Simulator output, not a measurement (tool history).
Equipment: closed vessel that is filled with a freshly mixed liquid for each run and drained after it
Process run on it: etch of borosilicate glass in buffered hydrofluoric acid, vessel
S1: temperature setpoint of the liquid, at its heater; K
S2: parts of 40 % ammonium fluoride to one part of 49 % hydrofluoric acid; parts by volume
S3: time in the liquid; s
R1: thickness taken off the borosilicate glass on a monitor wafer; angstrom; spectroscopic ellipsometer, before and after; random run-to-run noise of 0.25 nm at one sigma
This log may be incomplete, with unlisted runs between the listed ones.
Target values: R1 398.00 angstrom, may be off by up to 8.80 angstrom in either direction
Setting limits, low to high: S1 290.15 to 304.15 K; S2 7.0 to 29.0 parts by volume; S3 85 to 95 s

| run | hour | S1 | S2 | S3 | R1 |
|---|---|---|---|---|---|
| 1 | 0.0 | 296.15 | 18.0 | 85 | 559.61 |
| 2 | 1.4 | 296.15 | 18.0 | 95 | 633.61 |
| 3 | 6.2 | 296.15 | 18.0 | 95 | 632.35 |
| 4 | 9.1 | 295.15 | 18.5 | 95 | 584.10 |
| 5 | 10.1 | 297.65 | 18.5 | 95 | 667.69 |
| 6 | 15.2 | 297.65 | 15.0 | 95 | 828.11 |
| 7 | 22.4 | 293.65 | 20.5 | 95 | 488.00 |
| 8 | 23.4 | 293.15 | 20.5 | 95 | 479.53 |
| 9 | 31.2 | 292.65 | 20.5 | 95 | 465.95 |
| 10 | 33.1 | 292.15 | 20.5 | 95 | 451.80 |

Which one of the following 4 next-run settings gets every result inside its allowed miss? There is exactly one.
| A | 35.0 | 296.15 | 20.0 | 90 | ? |
| B | 35.0 | 293.65 | 20.0 | 95 | ? |
| C | 35.0 | 292.65 | 18.5 | 90 | ? |
| D | 35.0 | 291.65 | 21.5 | 90 | ? |

| move | R1 |
|---|---|
| A | 539.08 |
| B | 496.50 |
| C | 481.03 |
| D | 400.47 |
A: the biggest miss grows against the last run
B: the biggest miss grows against the last run
C: the biggest miss grows against the last run
D: all results in spec
Answer: D
